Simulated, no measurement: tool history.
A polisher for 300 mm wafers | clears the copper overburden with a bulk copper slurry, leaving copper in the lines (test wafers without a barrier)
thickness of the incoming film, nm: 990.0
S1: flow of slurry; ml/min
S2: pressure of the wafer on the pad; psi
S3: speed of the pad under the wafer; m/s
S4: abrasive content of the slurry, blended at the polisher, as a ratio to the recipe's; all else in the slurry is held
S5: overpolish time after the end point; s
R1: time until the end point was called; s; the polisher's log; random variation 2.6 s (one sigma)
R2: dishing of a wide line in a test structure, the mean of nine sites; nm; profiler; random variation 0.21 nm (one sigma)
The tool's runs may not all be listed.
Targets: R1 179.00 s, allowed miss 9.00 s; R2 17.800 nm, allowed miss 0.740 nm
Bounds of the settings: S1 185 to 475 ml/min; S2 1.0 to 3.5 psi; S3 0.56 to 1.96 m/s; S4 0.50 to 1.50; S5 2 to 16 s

run 1 hour=0.0 | S1=305 S2=2.2 S3=1.26 S4=1.00 S5=8 | R1=140.98 R2=40.384
run 2 hour=5.8 | S1=305 S2=2.5 S3=1.26 S4=1.00 S5=8 | R1=124.50 R2=44.121
run 3 hour=14.6 | S1=305 S2=2.5 S3=1.26 S4=1.10 S5=8 | R1=119.72 R2=44.754
run 4 hour=19.1 | S1=240 S2=2.5 S3=1.26 S4=1.10 S5=8 | R1=127.09 R2=43.860
run 5 hour=27.3 | S1=240 S2=1.9 S3=1.26 S4=1.10 S5=8 | R1=165.69 R2=35.884
run 6 hour=33.2 | S1=240 S2=1.9 S3=0.96 S4=1.10 S5=8 | R1=211.86 R2=27.753
run 7 hour=37.9 | S1=285 S2=2.0 S3=0.94 S4=1.15 S5=6 | R1=197.37 R2=22.815
run 8 hour=44.5 | S1=340 S2=2.1 S3=0.94 S4=1.25 S5=3 | R1=183.42 R2=13.278
run 9 hour=50.3 | S1=340 S2=2.1 S3=0.94 S4=1.25 S5=3 | R1=184.13 R2=13.363
run 10 hour=53.3 | S1=340 S2=2.2 S3=0.92 S4=1.25 S5=6 | R1=178.90 R2=25.386
run 11 hour=60.7 | S1=335 S2=2.2 S3=0.96 S4=1.15 S5=6 | R1=179.68 R2=26.090
run 12 hour=68.5 | S1=305 S2=2.1 S3=1.00 S4=1.20 S5=6 | R1=175.51 R2=25.620
run 13 hour=69.3 | S1=310 S2=2.1 S3=1.00 S4=1.10 S5=6 | R1=180.19 R2=25.198
run 14 hour=73.6 | S1=300 S2=2.0 S3=1.02 S4=1.20 S5=6 | R1=181.86 R2=25.136
run 15 hour=79.5 | S1=295 S2=2.1 S3=0.98 S4=1.10 S5=6 | R1=186.27 R2=24.367
run 16 hour=80.2 | S1=300 S2=2.1 S3=1.00 S4=1.15 S5=5 | R1=178.27 R2=21.672
run 17 hour=83.9 | S1=305 S2=2.0 S3=1.02 S4=1.20 S5=5 | R1=179.73 R2=21.508
run 18 hour=84.8 | S1=305 S2=2.1 S3=1.00 S4=1.20 S5=5 | R1=175.29 R2=21.989
run 19 hour=85.9 | S1=305 S2=2.1 S3=1.00 S4=1.20 S5=5 | R1=176.29 R2=21.499

4 next moves are on the table. One of them brings every result within its allowed miss. Which?
run A hour=87.0 | S1=310 S2=2.3 S3=0.90 S4=1.40 S5=5 | R1=? R2=?
run B hour=87.0 | S1=270 S2=2.7 S3=0.76 S4=1.45 S5=6 | R1=? R2=?
run C hour=87.0 | S1=335 S2=2.4 S3=0.94 S4=0.90 S5=4 | R1=? R2=?
run D hour=87.0 | S1=355 S2=2.5 S3=0.90 S4=1.20 S5=6 | R1=? R2=?

move=A R1=171.10 R2=22.188
move=B R1=175.76 R2=25.669
move=C R1=175.96 R2=17.639
move=D R1=163.62 R2=27.287
A: further off than the last run
B: further off than the last run
C: meets every target
D: further off than the last run
The right move is C.

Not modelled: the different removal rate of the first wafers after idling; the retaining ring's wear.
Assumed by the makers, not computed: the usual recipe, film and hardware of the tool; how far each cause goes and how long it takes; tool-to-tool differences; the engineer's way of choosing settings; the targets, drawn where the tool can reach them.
